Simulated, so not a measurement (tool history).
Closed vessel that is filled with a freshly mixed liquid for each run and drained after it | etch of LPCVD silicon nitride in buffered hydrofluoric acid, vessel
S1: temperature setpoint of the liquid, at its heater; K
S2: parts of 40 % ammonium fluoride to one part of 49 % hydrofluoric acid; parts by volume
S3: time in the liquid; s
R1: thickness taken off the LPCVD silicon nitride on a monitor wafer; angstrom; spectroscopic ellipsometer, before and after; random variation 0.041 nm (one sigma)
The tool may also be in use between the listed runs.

run 1 hour=0 | S1=297.15 S2=8.5 S3=230 | R1=40.223
run 2 hour=2 | S1=298.65 S2=8.5 S3=230 | R1=43.887
run 3 hour=5.7 | S1=298.65 S2=8.5 S3=230 | R1=44.388
run 4 hour=15 | S1=300.65 S2=8.5 S3=230 | R1=47.906
run 5 hour=21.6 | S1=302.15 S2=8 S3=230 | R1=56.36
run 6 hour=29.9 | S1=303.15 S2=8 S3=230 | R1=58.707

Run 7 comes next. What will it give?
run 7 hour=36.2 | S1=303.65 S2=8 S3=230 | R1=?

{"run 7": {"R1": 60.809}}
